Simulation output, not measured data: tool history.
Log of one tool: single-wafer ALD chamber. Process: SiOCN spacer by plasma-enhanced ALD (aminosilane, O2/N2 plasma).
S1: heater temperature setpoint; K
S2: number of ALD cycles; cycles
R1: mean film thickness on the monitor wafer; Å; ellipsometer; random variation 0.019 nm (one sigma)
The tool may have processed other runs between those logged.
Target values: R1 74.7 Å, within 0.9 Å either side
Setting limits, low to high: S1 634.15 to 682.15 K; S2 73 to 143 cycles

| run | hour | S1 | S2 | R1 |
|---|---|---|---|---|
| 1 | 0 | 658.15 | 108 | 61.922 |
| 2 | 6.4 | 658.15 | 121 | 69.373 |
| 3 | 10.5 | 658.15 | 128 | 73.739 |
| 4 | 19.7 | 658.15 | 136 | 78.11 |
| 5 | 20.4 | 667.15 | 136 | 78.187 |
| 6 | 24.9 | 667.15 | 143 | 82.171 |
| 7 | 33 | 667.15 | 141 | 80.978 |
| 8 | 37.9 | 667.15 | 139 | 79.763 |
| 9 | 46 | 667.15 | 138 | 79.633 |
| 10 | 49.1 | 667.15 | 137 | 78.52 |
| 11 | 53.9 | 667.15 | 136 | 78.358 |

Pick the move, out of 4, that brings all results within their allowed miss; only one does.
| A | 58.7 | 668.15 | 126 | ? |
| B | 58.7 | 673.15 | 127 | ? |
| C | 58.7 | 681.15 | 135 | ? |
| D | 58.7 | 657.15 | 126 | ? |

| move | R1 |
|---|---|
| A | 72.208 |
| B | 72.363 |
| C | 74.828 |
| D | 72.208 |
A: pushes the last run's worst result past its target
B: pushes the last run's worst result past its target
C: in spec on every target
D: pushes the last run's worst result past its target
Answer: C
